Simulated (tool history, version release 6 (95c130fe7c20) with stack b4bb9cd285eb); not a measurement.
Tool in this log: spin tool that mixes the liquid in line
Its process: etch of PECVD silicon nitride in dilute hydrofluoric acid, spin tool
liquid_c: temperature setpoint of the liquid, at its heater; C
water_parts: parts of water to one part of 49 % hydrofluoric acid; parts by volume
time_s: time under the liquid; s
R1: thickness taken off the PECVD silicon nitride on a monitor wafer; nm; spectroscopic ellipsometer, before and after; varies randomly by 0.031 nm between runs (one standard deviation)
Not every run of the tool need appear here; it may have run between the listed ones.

{"run": 1, "day": 0.0, "liquid_c": 20, "water_parts": 225, "time_s": 100, "R1": 0.76533}
{"run": 2, "day": 0.267, "liquid_c": 20, "water_parts": 225, "time_s": 100, "R1": 0.75012}
{"run": 3, "day": 0.617, "liquid_c": 18, "water_parts": 225, "time_s": 100, "R1": 0.6775}
{"run": 4, "day": 0.854, "liquid_c": 20.5, "water_parts": 225, "time_s": 100, "R1": 0.7601}
{"run": 5, "day": 1.179, "liquid_c": 20.5, "water_parts": 225, "time_s": 75, "R1": 0.59809}
{"run": 6, "day": 1.267, "liquid_c": 20.5, "water_parts": 155, "time_s": 75, "R1": 0.8321}

Run 7 has not been measured yet. What should we expect?
{"run": 7, "day": 1.5, "liquid_c": 21.5, "water_parts": 135, "time_s": 75, "R1": "?"}

R1: 1.0319 nm
